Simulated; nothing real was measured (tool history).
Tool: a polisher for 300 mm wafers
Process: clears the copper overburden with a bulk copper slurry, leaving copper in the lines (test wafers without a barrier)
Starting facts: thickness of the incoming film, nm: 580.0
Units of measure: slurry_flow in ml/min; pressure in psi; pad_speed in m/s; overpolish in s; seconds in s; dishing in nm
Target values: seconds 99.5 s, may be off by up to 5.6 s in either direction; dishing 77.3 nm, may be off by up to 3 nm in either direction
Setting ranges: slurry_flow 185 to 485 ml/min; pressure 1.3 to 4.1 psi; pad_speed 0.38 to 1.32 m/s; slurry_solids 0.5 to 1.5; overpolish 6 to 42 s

run 1 hour=0 | slurry_flow=310 pressure=2.7 pad_speed=0.84 slurry_solids=1 overpolish=21 | seconds=68.426 dishing=75.77
run 2 hour=8.3 | slurry_flow=310 pressure=2.5 pad_speed=0.82 slurry_solids=1 overpolish=24 | seconds=79.274 dishing=76.953
run 3 hour=17.1 | slurry_flow=310 pressure=2.5 pad_speed=0.94 slurry_solids=1 overpolish=24 | seconds=69.032 dishing=80.752
run 4 hour=18.5 | slurry_flow=310 pressure=2.2 pad_speed=0.94 slurry_solids=1 overpolish=24 | seconds=76.813 dishing=74.639
run 5 hour=22.5 | slurry_flow=310 pressure=2.2 pad_speed=0.94 slurry_solids=1.1 overpolish=24 | seconds=78.488 dishing=78.102
run 6 hour=31.5 | slurry_flow=310 pressure=2.2 pad_speed=0.74 slurry_solids=1.1 overpolish=24 | seconds=95.891 dishing=68.168
run 7 hour=39.4 | slurry_flow=310 pressure=2.2 pad_speed=0.74 slurry_solids=1.1 overpolish=25 | seconds=95.679 dishing=69.539
run 8 hour=42.9 | slurry_flow=310 pressure=2.2 pad_speed=0.74 slurry_solids=1.1 overpolish=26 | seconds=95.425 dishing=71.463

5 candidate next runs follow, results not yet known. Just one meets every target within its allowed miss. Identify it.
run A hour=46.4 | slurry_flow=290 pressure=2.2 pad_speed=0.72 slurry_solids=1.05 overpolish=32 | seconds=? dishing=?
run B hour=46.4 | slurry_flow=320 pressure=2.3 pad_speed=0.66 slurry_solids=1.2 overpolish=38 | seconds=? dishing=?
run C hour=46.4 | slurry_flow=265 pressure=2.8 pad_speed=0.74 slurry_solids=0.8 overpolish=32 | seconds=? dishing=?
run D hour=46.4 | slurry_flow=295 pressure=2.5 pad_speed=0.72 slurry_solids=0.95 overpolish=28 | seconds=? dishing=?
run E hour=46.4 | slurry_flow=320 pressure=2.1 pad_speed=0.84 slurry_solids=0.8 overpolish=24 | seconds=? dishing=?

move=A seconds=100.15 dishing=76.285
move=B seconds=100.7 dishing=82.414
move=C seconds=83.25 dishing=85.639
move=D seconds=90.705 dishing=76.469
move=E seconds=94.231 dishing=67.755
A: in spec on every target
B: takes the result that was furthest off past its target
C: takes the result that was furthest off past its target
D: puts the biggest miss on target and leaves a different result outside tolerance
E: further off than the last run
Move A is the one to make.

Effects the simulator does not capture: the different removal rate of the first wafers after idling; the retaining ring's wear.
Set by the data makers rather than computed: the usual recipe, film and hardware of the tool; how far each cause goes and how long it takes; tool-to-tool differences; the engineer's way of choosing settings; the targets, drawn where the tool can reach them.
